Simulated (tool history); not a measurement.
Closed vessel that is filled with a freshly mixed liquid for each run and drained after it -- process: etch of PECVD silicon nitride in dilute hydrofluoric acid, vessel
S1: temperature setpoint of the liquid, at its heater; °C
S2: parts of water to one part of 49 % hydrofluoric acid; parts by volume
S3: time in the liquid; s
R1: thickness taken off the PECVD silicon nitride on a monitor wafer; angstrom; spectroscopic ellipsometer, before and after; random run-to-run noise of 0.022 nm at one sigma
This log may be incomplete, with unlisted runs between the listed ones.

| run | hour | S1 | S2 | S3 | R1 |
|---|---|---|---|---|---|
| 1 | 0 | 25 | 95 | 215 | 53.813 |
| 2 | 4.1 | 25 | 95 | 215 | 53.985 |
| 3 | 9.7 | 21.5 | 95 | 215 | 42.627 |
| 4 | 11.3 | 21.5 | 95 | 140 | 27.697 |
| 5 | 18 | 21.5 | 95 | 140 | 27.784 |
| 6 | 27.1 | 24.5 | 95 | 140 | 33.966 |
| 7 | 35.9 | 24.5 | 95 | 140 | 34.093 |
| 8 | 40.4 | 25.5 | 90 | 140 | 38.041 |
| 9 | 45.7 | 26.5 | 85 | 140 | 43.394 |
| 10 | 54 | 27.5 | 85 | 140 | 46.14 |
| 11 | 60.8 | 28 | 80 | 140 | 50.61 |
| 12 | 65.2 | 28.5 | 80 | 140 | 52.438 |
| 13 | 72.6 | 29 | 80 | 140 | 53.921 |
| 14 | 80.4 | 29.5 | 80 | 140 | 55.432 |
| 15 | 85.4 | 30 | 80 | 140 | 57.002 |
| 16 | 92.9 | 30.5 | 80 | 140 | 59.091 |
| 17 | 97.8 | 31 | 80 | 140 | 61.239 |

The next listed run, before its measurement:
| 18 | 101.9 | 32 | 75 | 140 | ? |

{"run 18": {"R1": 69.455}}
